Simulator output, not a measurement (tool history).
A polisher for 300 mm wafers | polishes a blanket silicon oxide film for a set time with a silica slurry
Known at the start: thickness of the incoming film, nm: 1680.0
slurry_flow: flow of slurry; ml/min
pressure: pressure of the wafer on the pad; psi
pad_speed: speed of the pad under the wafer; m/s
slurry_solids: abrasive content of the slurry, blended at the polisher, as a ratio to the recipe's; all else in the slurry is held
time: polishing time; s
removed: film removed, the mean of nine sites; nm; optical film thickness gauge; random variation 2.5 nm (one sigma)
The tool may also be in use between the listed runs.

run	hour	slurry_flow	pressure	pad_speed	slurry_solids	time	removed
1	0	225	5.4	1.14	1	112	455.71
2	7	225	5.1	1.14	1	112	427.09
3	9.9	225	4.8	1.14	1	112	405.17
4	16.8	225	4.6	1.14	1	112	390.97
5	21.4	225	5.3	1.14	1	112	444.75
6	26.8	225	5	1.14	1	112	418.84
7	29.6	225	4.7	1.14	1	112	398.17
8	31.5	225	4.5	1.14	1	112	382.06
9	35.1	215	3	1.12	1	112	257.51
10	39.5	270	3.6	1.12	1	112	312.96
11	48	265	3.6	1.12	1	112	313.71
12	56.1	260	3.6	1.12	1	112	318.27
13	63	255	3.6	1.12	1	112	309.82

Forecast run 14:
14	68	250	3.6	1.12	1	112	?

Run 14 gave removed 313.61 nm.
